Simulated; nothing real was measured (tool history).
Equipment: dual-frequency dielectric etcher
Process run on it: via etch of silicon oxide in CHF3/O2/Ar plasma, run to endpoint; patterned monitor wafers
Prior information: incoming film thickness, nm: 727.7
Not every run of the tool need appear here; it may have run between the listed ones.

Run 1, hour 0.0: source power (W) 900, bias power (W) 208. Result: endpoint time (s) 304.10.
Run 2, hour 2.0: source power (W) 860, bias power (W) 205. Result: endpoint time (s) 309.16.
Run 3, hour 4.5: source power (W) 830, bias power (W) 202. Result: endpoint time (s) 317.10.
Run 4, hour 9.5: source power (W) 810, bias power (W) 200. Result: endpoint time (s) 319.57.
Run 5, hour 16.9: source power (W) 810, bias power (W) 215. Result: endpoint time (s) 315.32.
Run 6, hour 24.9: source power (W) 790, bias power (W) 213. Result: endpoint time (s) 315.82.
Run 7, hour 33.6: source power (W) 760, bias power (W) 211. Result: endpoint time (s) 326.14.
Run 8, hour 40.7: source power (W) 750, bias power (W) 210. Result: endpoint time (s) 331.18.
Run 9, hour 43.6: source power (W) 740, bias power (W) 210. Result: endpoint time (s) 330.69.

Run 10, settings as shown, results not yet in. Your forecast:
Run 10, hour 48.3: source power (W) 730, bias power (W) 209. Result: endpoint time (s) ?.

For run 10 the tool returned endpoint time (s) 333.26.
